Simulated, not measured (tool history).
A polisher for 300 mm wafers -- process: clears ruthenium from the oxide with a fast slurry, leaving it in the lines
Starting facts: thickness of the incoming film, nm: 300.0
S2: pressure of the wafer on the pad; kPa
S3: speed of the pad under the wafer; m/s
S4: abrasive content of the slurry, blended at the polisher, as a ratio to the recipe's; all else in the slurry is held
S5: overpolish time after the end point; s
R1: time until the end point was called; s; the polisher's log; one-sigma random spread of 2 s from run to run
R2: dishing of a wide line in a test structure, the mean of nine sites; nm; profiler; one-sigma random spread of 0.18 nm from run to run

run 1 hour=0 | flow_of_slurry_(ml/min)=260 S2=17.2 S3=0.94 S4=1 S5=23 | R1=96.253 R2=54.86
run 2 hour=6 | flow_of_slurry_(ml/min)=260 S2=15.2 S3=0.84 S4=1 S5=18 | R1=124.2 R2=36.924
run 3 hour=11.1 | flow_of_slurry_(ml/min)=260 S2=13.8 S3=0.8 S4=0.95 S5=15 | R1=144.55 R2=26.121
run 4 hour=19.9 | flow_of_slurry_(ml/min)=260 S2=13.8 S3=0.8 S4=0.8 S5=15 | R1=153.21 R2=25.209
run 5 hour=28.4 | flow_of_slurry_(ml/min)=315 S2=13.8 S3=0.8 S4=0.8 S5=15 | R1=150.1 R2=25.875
run 6 hour=37.4 | flow_of_slurry_(ml/min)=300 S2=12.4 S3=0.8 S4=0.75 S5=13 | R1=173.79 R2=19.088
run 7 hour=43.3 | flow_of_slurry_(ml/min)=300 S2=11.7 S3=0.82 S4=0.75 S5=12 | R1=178.68 R2=17.298
run 8 hour=44.2 | flow_of_slurry_(ml/min)=300 S2=11 S3=0.84 S4=0.75 S5=11 | R1=183.1 R2=15.397
run 9 hour=45.4 | flow_of_slurry_(ml/min)=295 S2=9 S3=0.84 S4=0.75 S5=9 | R1=224.89 R2=10.562
run 10 hour=50.5 | flow_of_slurry_(ml/min)=300 S2=9.7 S3=0.84 S4=0.75 S5=9 | R1=208.36 R2=11.546
run 11 hour=56.6 | flow_of_slurry_(ml/min)=335 S2=10.3 S3=0.84 S4=0.75 S5=12 | R1=192.43 R2=16.664
run 12 hour=57.6 | flow_of_slurry_(ml/min)=315 S2=10.3 S3=0.84 S4=0.75 S5=12 | R1=196.45 R2=15.854
run 13 hour=61.8 | flow_of_slurry_(ml/min)=295 S2=10.3 S3=0.84 S4=0.75 S5=12 | R1=194.59 R2=16.12
run 14 hour=65.5 | flow_of_slurry_(ml/min)=295 S2=10.3 S3=0.84 S4=0.75 S5=11 | R1=196.84 R2=14.763

Forecast run 15:
run 15 hour=66.4 | flow_of_slurry_(ml/min)=295 S2=10.3 S3=0.84 S4=0.75 S5=8 | R1=? R2=?

Run 15 yielded R1 194.53 s, R2 10.889 nm.

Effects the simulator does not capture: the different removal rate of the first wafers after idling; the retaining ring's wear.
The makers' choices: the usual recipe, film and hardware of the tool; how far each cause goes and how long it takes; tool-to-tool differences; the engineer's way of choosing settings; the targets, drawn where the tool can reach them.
